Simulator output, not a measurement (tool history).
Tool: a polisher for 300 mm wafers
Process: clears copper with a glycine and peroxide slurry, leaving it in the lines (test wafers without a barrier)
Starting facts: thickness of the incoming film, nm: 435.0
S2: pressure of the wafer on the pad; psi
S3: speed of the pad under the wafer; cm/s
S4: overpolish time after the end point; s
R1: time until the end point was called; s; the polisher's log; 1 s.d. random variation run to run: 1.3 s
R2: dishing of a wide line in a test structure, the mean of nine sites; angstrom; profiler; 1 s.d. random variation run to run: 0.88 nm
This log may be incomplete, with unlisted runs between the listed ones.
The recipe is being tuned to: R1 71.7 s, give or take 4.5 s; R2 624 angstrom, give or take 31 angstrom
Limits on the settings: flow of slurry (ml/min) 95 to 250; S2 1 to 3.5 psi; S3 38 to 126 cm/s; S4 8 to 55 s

{"run": 1, "hour": 0.0, "flow of slurry (ml/min)": 160, "S2": 2.2, "S3": 82, "S4": 28, "R1": 124.89, "R2": 618.08}
{"run": 2, "hour": 3.3, "flow of slurry (ml/min)": 130, "S2": 2.2, "S3": 82, "S4": 28, "R1": 132.83, "R2": 605.25}
{"run": 3, "hour": 9.9, "flow of slurry (ml/min)": 135, "S2": 2.3, "S3": 82, "S4": 26, "R1": 126.38, "R2": 577.02}
{"run": 4, "hour": 13.7, "flow of slurry (ml/min)": 135, "S2": 2.3, "S3": 96, "S4": 26, "R1": 113.69, "R2": 641.72}
{"hour": 14.9, "done": "slurry nozzle cleaned"}
{"run": 5, "hour": 14.9, "flow of slurry (ml/min)": 140, "S2": 2.4, "S3": 96, "S4": 25, "R1": 98.888, "R2": 681.54}
{"run": 6, "hour": 22.0, "flow of slurry (ml/min)": 150, "S2": 2.4, "S3": 96, "S4": 24, "R1": 99.203, "R2": 686.79}
{"run": 7, "hour": 28.1, "flow of slurry (ml/min)": 155, "S2": 2.4, "S3": 96, "S4": 22, "R1": 99.237, "R2": 623.69}
{"run": 8, "hour": 31.2, "flow of slurry (ml/min)": 160, "S2": 2.4, "S3": 96, "S4": 21, "R1": 95.255, "R2": 592.81}
{"run": 9, "hour": 34.1, "flow of slurry (ml/min)": 165, "S2": 2.4, "S3": 96, "S4": 21, "R1": 98.004, "R2": 606.97}
{"run": 10, "hour": 36.5, "flow of slurry (ml/min)": 170, "S2": 2.5, "S3": 96, "S4": 20, "R1": 95.388, "R2": 603.79}
{"run": 11, "hour": 43.1, "flow of slurry (ml/min)": 175, "S2": 3.1, "S3": 102, "S4": 12, "R1": 75.564, "R2": 450.75}
{"run": 12, "hour": 45.0, "flow of slurry (ml/min)": 175, "S2": 3, "S3": 104, "S4": 12, "R1": 80.228, "R2": 466.87}
{"run": 13, "hour": 53.5, "flow of slurry (ml/min)": 175, "S2": 3, "S3": 106, "S4": 12, "R1": 76.693, "R2": 460.52}
{"run": 14, "hour": 56.5, "flow of slurry (ml/min)": 175, "S2": 3, "S3": 108, "S4": 13, "R1": 77.391, "R2": 501.04}
{"run": 15, "hour": 59.4, "flow of slurry (ml/min)": 175, "S2": 3, "S3": 110, "S4": 13, "R1": 73.698, "R2": 504.57}
{"run": 16, "hour": 68.5, "flow of slurry (ml/min)": 175, "S2": 3, "S3": 112, "S4": 13, "R1": 74.298, "R2": 508.41}
{"run": 17, "hour": 70.6, "flow of slurry (ml/min)": 175, "S2": 3, "S3": 114, "S4": 13, "R1": 72.091, "R2": 518.94}
{"run": 18, "hour": 71.2, "flow of slurry (ml/min)": 170, "S2": 3.1, "S3": 112, "S4": 20, "R1": 69.943, "R2": 732.72}

Next run, 5 choices. One meets every target within its allowed miss, the rest don't. Which?
{"run": "A", "hour": 71.8, "flow of slurry (ml/min)": 160, "S2": 2.8, "S3": 122, "S4": 19, "R1": "?", "R2": "?"}
{"run": "B", "hour": 71.8, "flow of slurry (ml/min)": 205, "S2": 3, "S3": 114, "S4": 16, "R1": "?", "R2": "?"}
{"run": "C", "hour": 71.8, "flow of slurry (ml/min)": 185, "S2": 3.2, "S3": 124, "S4": 15, "R1": "?", "R2": "?"}
{"run": "D", "hour": 71.8, "flow of slurry (ml/min)": 170, "S2": 2.7, "S3": 104, "S4": 19, "R1": "?", "R2": "?"}
{"run": "E", "hour": 71.8, "flow of slurry (ml/min)": 185, "S2": 3.1, "S3": 112, "S4": 18, "R1": "?", "R2": "?"}

move=A R1=71.501 R2=692.77
move=B R1=69.625 R2=620.04
move=C R1=63.009 R2=638.24
move=D R1=82.684 R2=619.27
move=E R1=70.192 R2=678.4
A: nearer than the last run, and not there yet
B: meets every target
C: puts the biggest miss on target and leaves a different result outside tolerance
D: puts the biggest miss on target and leaves a different result outside tolerance
E: nearer than the last run, and not there yet
So the answer is move B, the one that meets all the targets.

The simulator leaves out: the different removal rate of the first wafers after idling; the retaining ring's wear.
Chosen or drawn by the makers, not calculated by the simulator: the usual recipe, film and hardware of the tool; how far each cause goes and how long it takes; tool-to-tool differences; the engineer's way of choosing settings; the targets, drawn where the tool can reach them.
